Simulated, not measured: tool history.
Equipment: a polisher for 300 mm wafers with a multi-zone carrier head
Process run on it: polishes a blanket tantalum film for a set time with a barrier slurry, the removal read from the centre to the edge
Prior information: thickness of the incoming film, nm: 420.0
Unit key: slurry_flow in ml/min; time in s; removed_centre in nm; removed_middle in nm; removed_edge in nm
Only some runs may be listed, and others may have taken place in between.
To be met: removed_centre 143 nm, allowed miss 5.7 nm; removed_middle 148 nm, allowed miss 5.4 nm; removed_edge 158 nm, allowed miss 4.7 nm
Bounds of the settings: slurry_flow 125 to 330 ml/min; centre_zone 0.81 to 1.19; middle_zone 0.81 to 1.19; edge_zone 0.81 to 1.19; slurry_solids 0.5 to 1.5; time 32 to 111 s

Run 1, day 0: slurry_flow 210 ml/min, centre_zone 1, middle_zone 1, edge_zone 1, slurry_solids 1, time 71 s. Result: removed_centre 122.59 nm, removed_middle 122.84 nm, removed_edge 119.65 nm.
Run 2, day 0.308: slurry_flow 210 ml/min, centre_zone 1, middle_zone 1, edge_zone 1, slurry_solids 1, time 63 s. Result: removed_centre 110.09 nm, removed_middle 107.1 nm, removed_edge 107.7 nm.
Run 3, day 0.354: slurry_flow 210 ml/min, centre_zone 1, middle_zone 1, edge_zone 1.08, slurry_solids 1, time 63 s. Result: removed_centre 106.82 nm, removed_middle 109.22 nm, removed_edge 112.91 nm.
Run 4, day 0.571: slurry_flow 220 ml/min, centre_zone 1.01, middle_zone 1, edge_zone 1.11, slurry_solids 1.1, time 65 s. Result: removed_centre 117.45 nm, removed_middle 116.98 nm, removed_edge 122.24 nm.
Run 5, day 0.704: slurry_flow 220 ml/min, centre_zone 1.01, middle_zone 1, edge_zone 1.16, slurry_solids 1.1, time 65 s. Result: removed_centre 115.43 nm, removed_middle 116.06 nm, removed_edge 125.59 nm.
Run 6, day 1.017: slurry_flow 220 ml/min, centre_zone 1.01, middle_zone 0.93, edge_zone 1.16, slurry_solids 1.1, time 65 s. Result: removed_centre 117.76 nm, removed_middle 110.82 nm, removed_edge 124.47 nm.
Run 7, day 1.388: slurry_flow 225 ml/min, centre_zone 1, middle_zone 0.95, edge_zone 1.17, slurry_solids 1.2, time 67 s. Result: removed_centre 123.46 nm, removed_middle 117.23 nm, removed_edge 133.71 nm.
Run 8, day 1.408: slurry_flow 235 ml/min, centre_zone 1, middle_zone 0.99, edge_zone 1.17, slurry_solids 1.25, time 68 s. Result: removed_centre 125.89 nm, removed_middle 127.93 nm, removed_edge 134.39 nm.
Run 9, day 1.488: slurry_flow 235 ml/min, centre_zone 1, middle_zone 0.99, edge_zone 1.17, slurry_solids 1.25, time 68 s. Result: removed_centre 126.52 nm, removed_middle 123.77 nm, removed_edge 135.35 nm.
Run 10, day 1.633: slurry_flow 230 ml/min, centre_zone 0.99, middle_zone 1, edge_zone 1.17, slurry_solids 1.3, time 70 s. Result: removed_centre 128.84 nm, removed_middle 130.91 nm, removed_edge 142.91 nm.
Run 11, day 1.779: slurry_flow 270 ml/min, centre_zone 1.02, middle_zone 1.04, edge_zone 1.19, slurry_solids 1.5, time 71 s. Result: removed_centre 144.21 nm, removed_middle 141.94 nm, removed_edge 152.47 nm.

Exercise: of the 4 proposed moves below, exactly one satisfies all targets within the stated allowed misses. Which move is it?
Run A, day 1.925: slurry_flow 295 ml/min, centre_zone 1.03, middle_zone 1.05, edge_zone 1.15, slurry_solids 1.5, time 69 s. Result: removed_centre ?, removed_middle ?, removed_edge ?.
Run B, day 1.925: slurry_flow 230 ml/min, centre_zone 1.05, middle_zone 1.08, edge_zone 1.13, slurry_solids 1.5, time 72 s. Result: removed_centre ?, removed_middle ?, removed_edge ?.
Run C, day 1.925: slurry_flow 265 ml/min, centre_zone 0.98, middle_zone 1.02, edge_zone 1.19, slurry_solids 1.5, time 74 s. Result: removed_centre ?, removed_middle ?, removed_edge ?.
Run D, day 1.925: slurry_flow 280 ml/min, centre_zone 1.07, middle_zone 1.07, edge_zone 1.14, slurry_solids 1.45, time 74 s. Result: removed_centre ?, removed_middle ?, removed_edge ?.

move  removed_centre  removed_middle  removed_edge
   A          141.21          145.08        144.24
   B          146.34           151.4        146.43
   C          142.47          150.35        156.36
   D          155.38          156.16        152.25
A: lands further from the targets than the last run did
B: lands further from the targets than the last run did
C: all results land within tolerance of their targets
D: lands further from the targets than the last run did
Correct choice: C, which meets every target
